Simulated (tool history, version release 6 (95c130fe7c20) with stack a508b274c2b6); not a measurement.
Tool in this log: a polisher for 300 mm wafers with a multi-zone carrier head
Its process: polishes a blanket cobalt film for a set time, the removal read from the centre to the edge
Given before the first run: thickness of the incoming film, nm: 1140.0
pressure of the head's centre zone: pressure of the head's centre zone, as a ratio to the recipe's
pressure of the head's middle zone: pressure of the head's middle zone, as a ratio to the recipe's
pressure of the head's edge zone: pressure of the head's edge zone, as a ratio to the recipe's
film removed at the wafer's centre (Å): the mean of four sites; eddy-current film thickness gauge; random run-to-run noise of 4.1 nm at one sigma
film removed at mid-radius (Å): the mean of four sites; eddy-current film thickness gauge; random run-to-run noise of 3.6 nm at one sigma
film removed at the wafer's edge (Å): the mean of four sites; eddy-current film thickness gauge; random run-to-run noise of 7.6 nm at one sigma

run  hour  flow of slurry (ml/min)  pressure of the head's centre zone  pressure of the head's middle zone  pressure of the head's edge zone  polishing time (s)  film removed at the wafer's centre (Å)  film removed at mid-radius (Å)  film removed at the wafer's edge (Å)
  1   0.0                      205                                1.00                                1.00                              1.00                  69                                  4093.1                          4029.6                                4060.2
  2   3.6                      205                                1.00                                1.00                              0.94                  69                                  4082.9                          4019.4                                3862.3
  3   5.2                      180                                1.00                                1.00                              0.94                  69                                  3961.1                          3916.6                                3837.2
  4  11.0                      195                                1.02                                1.04                              1.00                  72                                  4265.5                          4290.5                                4188.6
  5  14.9                      195                                1.02                                1.04                              0.96                  72                                  4284.4                          4303.8                                4204.8
  6  19.8                      195                                1.02                                1.04                              1.03                  72                                  4341.9                          4316.7                                4249.2
  7  21.0                      215                                1.04                                1.07                              1.07                  74                                  4573.2                          4594.7                                4475.2
  8  27.5                      220                                1.05                                1.09                              1.10                  77                                  4745.7                          4915.0                                4752.7
  9  28.1                      230                                1.07                                1.10                              1.12                  79                                  5069.6                          5091.0                                4927.1

For run 10, what comes out?
 10  29.0                      240                                1.08                                1.11                              1.14                  80                                       ?                               ?                                     ?

film removed at the wafer's centre (Å): 5221.1
film removed at mid-radius (Å): 5241.0
film removed at the wafer's edge (Å): 5047.7
